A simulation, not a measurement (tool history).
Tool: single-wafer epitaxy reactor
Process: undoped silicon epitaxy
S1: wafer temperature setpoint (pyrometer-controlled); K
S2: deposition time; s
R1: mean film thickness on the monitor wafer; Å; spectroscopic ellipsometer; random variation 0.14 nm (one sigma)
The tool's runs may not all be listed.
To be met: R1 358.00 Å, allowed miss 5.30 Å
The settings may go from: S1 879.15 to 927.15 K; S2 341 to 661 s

run 1 hour=0.0 | S1=903.15 S2=501 | R1=514.87
run 2 hour=7.9 | S1=903.15 S2=440 | R1=452.52
run 3 hour=16.5 | S1=902.15 S2=440 | R1=441.06
run 4 hour=22.5 | S1=902.15 S2=385 | R1=385.50
run 5 hour=31.2 | S1=900.15 S2=385 | R1=367.64
run 6 hour=38.0 | S1=900.15 S2=351 | R1=334.25
run 7 hour=42.2 | S1=900.15 S2=351 | R1=336.14
run 8 hour=47.2 | S1=902.15 S2=351 | R1=350.22

4 next moves are on the table. One of them brings every result within its allowed miss. Which?
run A hour=52.2 | S1=900.15 S2=355 | R1=?
run B hour=52.2 | S1=899.15 S2=368 | R1=?
run C hour=52.2 | S1=905.15 S2=341 | R1=?
run D hour=52.2 | S1=901.15 S2=366 | R1=?

move=A R1=335.47
move=B R1=338.77
move=C R1=366.95
move=D R1=355.02
A: further off than the last run
B: further off than the last run
C: takes the result that was furthest off past its target
D: meets every target
Answer: D

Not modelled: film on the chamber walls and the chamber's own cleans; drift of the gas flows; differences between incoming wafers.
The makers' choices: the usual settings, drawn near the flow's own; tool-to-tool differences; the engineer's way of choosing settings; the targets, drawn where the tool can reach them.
